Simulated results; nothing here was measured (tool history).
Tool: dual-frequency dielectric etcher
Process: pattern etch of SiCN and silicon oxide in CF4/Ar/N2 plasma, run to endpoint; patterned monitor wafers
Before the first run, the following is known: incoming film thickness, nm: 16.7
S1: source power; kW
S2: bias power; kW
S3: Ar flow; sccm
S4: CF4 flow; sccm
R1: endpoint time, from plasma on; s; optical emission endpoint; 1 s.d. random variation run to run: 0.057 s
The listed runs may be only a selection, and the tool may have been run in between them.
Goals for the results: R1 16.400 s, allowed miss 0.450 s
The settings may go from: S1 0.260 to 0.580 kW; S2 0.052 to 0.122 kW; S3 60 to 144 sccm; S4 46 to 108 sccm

Run 1, day 0.000: S1 0.420 kW, S2 0.087 kW, S3 102 sccm, S4 77 sccm. Result: R1 18.241 s.
Run 2, day 0.225: S1 0.430 kW, S2 0.087 kW, S3 102 sccm, S4 77 sccm. Result: R1 17.847 s.
Run 3, day 0.404: S1 0.390 kW, S2 0.087 kW, S3 102 sccm, S4 77 sccm. Result: R1 19.799 s.
Run 4, day 0.538: S1 0.390 kW, S2 0.094 kW, S3 102 sccm, S4 77 sccm. Result: R1 19.357 s.
Run 5, day 0.588: S1 0.390 kW, S2 0.094 kW, S3 102 sccm, S4 66 sccm. Result: R1 19.656 s.
Run 6, day 0.758: S1 0.410 kW, S2 0.095 kW, S3 102 sccm, S4 66 sccm. Result: R1 18.389 s.
Run 7, day 1.050: S1 0.420 kW, S2 0.095 kW, S3 102 sccm, S4 66 sccm. Result: R1 18.009 s.
Run 8, day 1.425: S1 0.430 kW, S2 0.095 kW, S3 102 sccm, S4 66 sccm. Result: R1 17.430 s.
Run 9, day 1.717: S1 0.440 kW, S2 0.095 kW, S3 102 sccm, S4 66 sccm. Result: R1 17.006 s.

Of the 5 settings listed for the next run, only one would bring every result within its allowed miss of target. Which one?
Run A, day 2.008: S1 0.430 kW, S2 0.098 kW, S3 102 sccm, S4 65 sccm. Result: R1 ?.
Run B, day 2.008: S1 0.480 kW, S2 0.090 kW, S3 111 sccm, S4 46 sccm. Result: R1 ?.
Run C, day 2.008: S1 0.430 kW, S2 0.082 kW, S3 60 sccm, S4 52 sccm. Result: R1 ?.
Run D, day 2.008: S1 0.470 kW, S2 0.090 kW, S3 80 sccm, S4 86 sccm. Result: R1 ?.
Run E, day 2.008: S1 0.480 kW, S2 0.095 kW, S3 108 sccm, S4 72 sccm. Result: R1 ?.

move      R1
   A  17.377
   B  16.322
   C  17.471
   D  15.391
   E  15.530
A: moves away from the targets compared with the last run
B: every result within its allowed miss
C: moves away from the targets compared with the last run
D: takes the biggest miss from the last run beyond its target
E: takes the biggest miss from the last run beyond its target
Move B is the one to make.

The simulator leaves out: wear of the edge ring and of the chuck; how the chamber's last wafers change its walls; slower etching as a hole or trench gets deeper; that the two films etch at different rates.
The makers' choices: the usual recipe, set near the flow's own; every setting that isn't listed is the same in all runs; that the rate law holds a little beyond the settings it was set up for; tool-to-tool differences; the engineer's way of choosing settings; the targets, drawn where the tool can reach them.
